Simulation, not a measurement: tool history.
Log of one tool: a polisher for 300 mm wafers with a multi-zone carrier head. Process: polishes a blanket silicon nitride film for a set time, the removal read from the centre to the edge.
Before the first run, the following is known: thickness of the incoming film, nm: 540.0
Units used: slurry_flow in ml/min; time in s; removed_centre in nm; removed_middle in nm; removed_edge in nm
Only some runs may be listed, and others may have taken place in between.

run  hour  slurry_flow  centre_zone  middle_zone  edge_zone  time  removed_centre  removed_middle  removed_edge
  1   0.0          265         1.00         1.00       1.00    80          208.94          205.42        205.03
  2   1.1          260         0.97         0.99       0.96    76          187.51          193.38        189.28
  3   6.9          255         0.96         0.97       0.92    74          177.86          183.59        181.48
  4  10.2          320         0.96         0.97       0.92    74          186.88          186.78        183.34
  5  12.7          320         0.96         1.02       0.92    74          185.49          195.52        184.44
  6  13.7          320         0.96         1.02       0.96    74          187.95          196.33        188.17
  7  21.2          315         0.95         1.00       0.92    71          177.86          185.85        176.26
  8  26.9          305         0.94         0.98       0.89    70          171.48          177.48        168.29
  9  34.6          290         0.92         0.96       0.87    70          169.46          175.18        168.22
 10  37.5          280         0.91         0.95       0.85    69          163.48          170.15        161.83
 11  39.8          270         0.90         0.94       0.84    69          163.29          169.72        163.26

Run 12 has not been measured yet. What should we expect?
 12  45.0          270         0.88         0.94       0.81    65               ?               ?             ?

removed_centre: 152.32 nm
removed_middle: 159.13 nm
removed_edge: 150.60 nm

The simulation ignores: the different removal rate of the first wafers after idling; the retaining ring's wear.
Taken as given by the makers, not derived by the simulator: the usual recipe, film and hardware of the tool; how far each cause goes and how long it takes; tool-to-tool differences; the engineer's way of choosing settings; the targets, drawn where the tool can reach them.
